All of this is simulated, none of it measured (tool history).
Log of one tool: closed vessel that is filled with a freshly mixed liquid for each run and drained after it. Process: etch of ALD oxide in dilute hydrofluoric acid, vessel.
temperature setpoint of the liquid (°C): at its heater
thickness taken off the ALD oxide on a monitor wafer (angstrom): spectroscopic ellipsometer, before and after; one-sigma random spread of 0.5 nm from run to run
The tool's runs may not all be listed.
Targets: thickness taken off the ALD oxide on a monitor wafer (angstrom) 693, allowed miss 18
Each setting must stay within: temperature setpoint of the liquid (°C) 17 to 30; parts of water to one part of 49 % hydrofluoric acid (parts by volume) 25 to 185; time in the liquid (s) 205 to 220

run,hour,temperature setpoint of the liquid (°C),parts of water to one part of 49 % hydrofluoric acid (parts by volume),time in the liquid (s),thickness taken off the ALD oxide on a monitor wafer (angstrom)
1,0,22,105,205,241.95
2,6.6,19,105,205,214.95
3,7.7,17,105,205,197.58
4,10.8,18.5,95,205,232.52
5,16.3,18.5,95,220,251.17
6,17.9,17,95,220,236.52
7,21.5,21,55,220,503.26
8,28.3,22,55,220,522.75
9,33.6,22,55,220,534.26
10,36.2,22.5,55,220,536.33
11,40.5,23,55,220,549.83
12,48.4,23.5,55,220,561.1
13,53.2,24,55,220,569.27

Next run, 5 choices. One meets every target within its allowed miss, the rest don't. Which?
A,58,21,40,205,?
B,58,26,50,220,?
C,58,22.5,70,220,?
D,58,24.5,50,220,?
E,58,23,50,220,?

move,thickness taken off the ALD oxide on a monitor wafer (angstrom)
A,661.96
B,690.15
C,416.33
D,649.23
E,610.29
A: an improvement on the last run, though not all results are within tolerance
B: in spec on every target
C: further off than the last run
D: an improvement on the last run, though not all results are within tolerance
E: an improvement on the last run, though not all results are within tolerance
B is the move that brings every result within its allowed miss.
